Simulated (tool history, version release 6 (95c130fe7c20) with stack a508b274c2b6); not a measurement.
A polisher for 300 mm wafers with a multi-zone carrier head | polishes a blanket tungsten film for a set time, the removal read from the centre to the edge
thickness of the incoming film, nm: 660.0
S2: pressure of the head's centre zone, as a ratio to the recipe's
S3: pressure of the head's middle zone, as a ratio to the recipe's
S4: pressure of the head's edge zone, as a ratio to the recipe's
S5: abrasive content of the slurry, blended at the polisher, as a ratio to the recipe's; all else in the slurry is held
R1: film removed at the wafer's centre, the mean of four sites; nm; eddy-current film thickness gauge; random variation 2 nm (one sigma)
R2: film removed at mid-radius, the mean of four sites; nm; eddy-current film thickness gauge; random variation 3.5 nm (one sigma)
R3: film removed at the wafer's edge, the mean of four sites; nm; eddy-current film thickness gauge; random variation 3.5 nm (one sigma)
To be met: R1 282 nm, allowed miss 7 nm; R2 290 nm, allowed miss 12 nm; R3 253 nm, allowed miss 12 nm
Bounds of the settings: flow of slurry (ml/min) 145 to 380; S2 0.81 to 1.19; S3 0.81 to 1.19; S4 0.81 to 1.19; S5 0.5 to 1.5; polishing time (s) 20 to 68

Run 1, day 0: flow of slurry (ml/min) 245, S2 1, S3 1, S4 1, S5 1, polishing time (s) 44. Result: R1 202.11 nm, R2 205 nm, R3 200.13 nm.
Run 2, day 0.112: flow of slurry (ml/min) 245, S2 1, S3 1, S4 1, S5 1, polishing time (s) 52. Result: R1 240.81 nm, R2 239.26 nm, R3 239.07 nm.
Run 3, day 0.188: flow of slurry (ml/min) 245, S2 1, S3 1, S4 1.06, S5 1, polishing time (s) 52. Result: R1 240.65 nm, R2 245.57 nm, R3 242.98 nm.
Run 4, day 0.496: flow of slurry (ml/min) 245, S2 1.06, S3 1, S4 1.06, S5 1, polishing time (s) 52. Result: R1 253.41 nm, R2 244.53 nm, R3 241.03 nm.
Run 5, day 0.804: flow of slurry (ml/min) 245, S2 1.06, S3 1, S4 1.06, S5 1, polishing time (s) 60. Result: R1 294.25 nm, R2 285.22 nm, R3 284.83 nm.
Run 6, day 1.167: flow of slurry (ml/min) 210, S2 1.06, S3 1, S4 1.06, S5 1, polishing time (s) 60. Result: R1 286.29 nm, R2 269.54 nm, R3 282.36 nm.
Run 7, day 1.521: flow of slurry (ml/min) 220, S2 1.06, S3 1.02, S4 1.04, S5 0.95, polishing time (s) 60. Result: R1 286.3 nm, R2 272.06 nm, R3 269.92 nm.
Run 8, day 1.571: flow of slurry (ml/min) 225, S2 1.06, S3 1.04, S4 1.03, S5 0.95, polishing time (s) 60. Result: R1 287.69 nm, R2 284.63 nm, R3 273.67 nm.
Run 9, day 1.712: flow of slurry (ml/min) 225, S2 1.06, S3 1.05, S4 1.02, S5 0.9, polishing time (s) 60. Result: R1 284.35 nm, R2 285.19 nm, R3 268.12 nm.
Run 10, day 2.05: flow of slurry (ml/min) 225, S2 1.06, S3 1.06, S4 1.01, S5 0.9, polishing time (s) 60. Result: R1 285.48 nm, R2 283.65 nm, R3 258.6 nm.
Run 11, day 2.421: flow of slurry (ml/min) 225, S2 1.06, S3 1.07, S4 1.01, S5 0.9, polishing time (s) 60. Result: R1 283.55 nm, R2 288.3 nm, R3 263.68 nm.

Which of these 5 next moves meets every target?
Run A, day 2.792: flow of slurry (ml/min) 165, S2 1.05, S3 0.95, S4 0.98, S5 1.1, polishing time (s) 64. Result: R1 ?, R2 ?, R3 ?.
Run B, day 2.792: flow of slurry (ml/min) 255, S2 1, S3 1.1, S4 1.1, S5 0.75, polishing time (s) 66. Result: R1 ?, R2 ?, R3 ?.
Run C, day 2.792: flow of slurry (ml/min) 205, S2 1.04, S3 1.1, S4 1.08, S5 1.05, polishing time (s) 60. Result: R1 ?, R2 ?, R3 ?.
Run D, day 2.792: flow of slurry (ml/min) 240, S2 0.96, S3 1.09, S4 1.07, S5 0.95, polishing time (s) 62. Result: R1 ?, R2 ?, R3 ?.
Run E, day 2.792: flow of slurry (ml/min) 235, S2 1.06, S3 1.08, S4 0.93, S5 0.7, polishing time (s) 63. Result: R1 ?, R2 ?, R3 ?.

move      R1      R2      R3
   A  295.52  274.25  287.49
   B  287.89  314.73  301.88
   C  284.25  299.72  287.14
   D  271.63  307.38  293.64
   E  283.48  288.05  259.85
A: further off than the last run
B: further off than the last run
C: further off than the last run
D: further off than the last run
E: meets every target
Move E is the one to make.
